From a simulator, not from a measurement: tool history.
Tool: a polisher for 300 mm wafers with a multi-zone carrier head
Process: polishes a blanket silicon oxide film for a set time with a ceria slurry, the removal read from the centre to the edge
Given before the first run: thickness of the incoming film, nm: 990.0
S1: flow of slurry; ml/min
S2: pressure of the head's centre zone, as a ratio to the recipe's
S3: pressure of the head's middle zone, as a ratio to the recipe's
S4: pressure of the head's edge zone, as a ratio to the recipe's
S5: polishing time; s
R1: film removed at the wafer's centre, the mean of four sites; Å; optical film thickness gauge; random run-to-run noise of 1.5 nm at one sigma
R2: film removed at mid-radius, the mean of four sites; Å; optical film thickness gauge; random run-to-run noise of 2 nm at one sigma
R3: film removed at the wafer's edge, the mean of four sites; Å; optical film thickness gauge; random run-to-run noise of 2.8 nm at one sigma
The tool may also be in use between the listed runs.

{"run": 1, "day": 0.0, "S1": 150, "S2": 1, "S3": 1, "S4": 1, "S5": 71, "R1": 3803.3, "R2": 3695, "R3": 3640.1}
{"run": 2, "day": 0.067, "S1": 145, "S2": 0.98, "S3": 1, "S4": 1, "S5": 68, "R1": 3480.6, "R2": 3547.8, "R3": 3548.4}
{"run": 3, "day": 0.179, "S1": 145, "S2": 0.97, "S3": 0.99, "S4": 0.99, "S5": 65, "R1": 3309.9, "R2": 3384.4, "R3": 3364.2}
{"run": 4, "day": 0.462, "S1": 145, "S2": 0.97, "S3": 0.99, "S4": 1.07, "S5": 65, "R1": 3284.9, "R2": 3342, "R3": 3531.9}
{"run": 5, "day": 0.6, "S1": 140, "S2": 0.95, "S3": 0.98, "S4": 1.05, "S5": 62, "R1": 3090.4, "R2": 3141.3, "R3": 3278.1}
{"run": 6, "day": 0.871, "S1": 135, "S2": 0.93, "S3": 0.98, "S4": 1.05, "S5": 60, "R1": 2871.7, "R2": 3037.5, "R3": 3228.3}
{"run": 7, "day": 1.15, "S1": 135, "S2": 0.93, "S3": 0.98, "S4": 1.05, "S5": 60, "R1": 2894.7, "R2": 3072.8, "R3": 3130}
{"run": 8, "day": 1.317, "S1": 130, "S2": 0.92, "S3": 0.97, "S4": 1.06, "S5": 58, "R1": 2745.6, "R2": 2887.3, "R3": 3091.9}
{"run": 9, "day": 1.396, "S1": 125, "S2": 0.91, "S3": 0.97, "S4": 1.05, "S5": 56, "R1": 2626.4, "R2": 2772.6, "R3": 2896.3}
{"run": 10, "day": 1.708, "S1": 125, "S2": 0.9, "S3": 0.97, "S4": 1.05, "S5": 54, "R1": 2499.1, "R2": 2693.3, "R3": 2871.7}
{"run": 11, "day": 2.071, "S1": 120, "S2": 0.89, "S3": 0.97, "S4": 1.04, "S5": 53, "R1": 2406.1, "R2": 2646.9, "R3": 2768.4}
{"run": 12, "day": 2.304, "S1": 115, "S2": 0.88, "S3": 0.97, "S4": 1.04, "S5": 52, "R1": 2336, "R2": 2567.8, "R3": 2665.4}
{"run": 13, "day": 2.367, "S1": 115, "S2": 0.87, "S3": 0.97, "S4": 1.04, "S5": 51, "R1": 2221.4, "R2": 2550.6, "R3": 2596.2}
{"run": 14, "day": 2.492, "S1": 115, "S2": 0.87, "S3": 0.97, "S4": 1.04, "S5": 51, "R1": 2243.2, "R2": 2534.9, "R3": 2631.8}
{"run": 15, "day": 2.575, "S1": 95, "S2": 0.81, "S3": 0.95, "S4": 1, "S5": 43, "R1": 1706.5, "R2": 2038.9, "R3": 2155.6}

What does the tool deliver on the next run?
{"run": 16, "day": 2.9, "S1": 100, "S2": 0.81, "S3": 0.95, "S4": 1, "S5": 43, "R1": "?", "R2": "?", "R3": "?"}

Run 16 came out at R1 1742.8 Å, R2 2044.5 Å, R3 2203.9 Å.
